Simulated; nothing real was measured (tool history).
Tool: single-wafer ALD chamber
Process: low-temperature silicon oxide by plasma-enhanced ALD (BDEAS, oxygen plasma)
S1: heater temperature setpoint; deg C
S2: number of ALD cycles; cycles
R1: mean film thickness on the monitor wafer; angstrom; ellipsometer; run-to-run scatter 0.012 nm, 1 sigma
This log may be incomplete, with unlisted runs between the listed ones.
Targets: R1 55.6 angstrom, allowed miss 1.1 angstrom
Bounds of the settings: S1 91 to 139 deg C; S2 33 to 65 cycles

Run 1, hour 0: S1 115 deg C, S2 49 cycles. Result: R1 72.376 angstrom.
Run 2, hour 8.4: S1 116 deg C, S2 47 cycles. Result: R1 69.665 angstrom.
Run 3, hour 17.2: S1 117 deg C, S2 45 cycles. Result: R1 66.468 angstrom.
Run 4, hour 21.6: S1 118 deg C, S2 43 cycles. Result: R1 63.478 angstrom.
Run 5, hour 22.6: S1 112 deg C, S2 43 cycles. Result: R1 64.458 angstrom.
Run 6, hour 31.5: S1 121 deg C, S2 43 cycles. Result: R1 62.879 angstrom.
Run 7, hour 37.7: S1 122 deg C, S2 42 cycles. Result: R1 61.572 angstrom.
Run 8, hour 46.7: S1 125 deg C, S2 36 cycles. Result: R1 52.291 angstrom.
Run 9, hour 53.3: S1 124 deg C, S2 36 cycles. Result: R1 52.636 angstrom.
Run 10, hour 60.7: S1 123 deg C, S2 36 cycles. Result: R1 52.76 angstrom.
Run 11, hour 62.8: S1 122 deg C, S2 36 cycles. Result: R1 52.674 angstrom.
At hour 67.8: thermocouple changed; heater temperature recalibrated.
Run 12, hour 67.8: S1 121 deg C, S2 36 cycles. Result: R1 52.377 angstrom.
Run 13, hour 70.1: S1 121 deg C, S2 37 cycles. Result: R1 53.814 angstrom.

Which one of the following 4 next-run settings gets every result inside its allowed miss? There is exactly one.
Run A, hour 72.4: S1 116 deg C, S2 38 cycles. Result: R1 ?.
Run B, hour 72.4: S1 118 deg C, S2 35 cycles. Result: R1 ?.
Run C, hour 72.4: S1 130 deg C, S2 37 cycles. Result: R1 ?.
Run D, hour 72.4: S1 122 deg C, S2 35 cycles. Result: R1 ?.

move      R1
   A  55.895
   B  51.265
   C  52.818
   D  50.831
A: all results land within tolerance of their targets
B: misses by more than the last run did
C: misses by more than the last run did
D: misses by more than the last run did
A is the move that brings every result within its allowed miss.

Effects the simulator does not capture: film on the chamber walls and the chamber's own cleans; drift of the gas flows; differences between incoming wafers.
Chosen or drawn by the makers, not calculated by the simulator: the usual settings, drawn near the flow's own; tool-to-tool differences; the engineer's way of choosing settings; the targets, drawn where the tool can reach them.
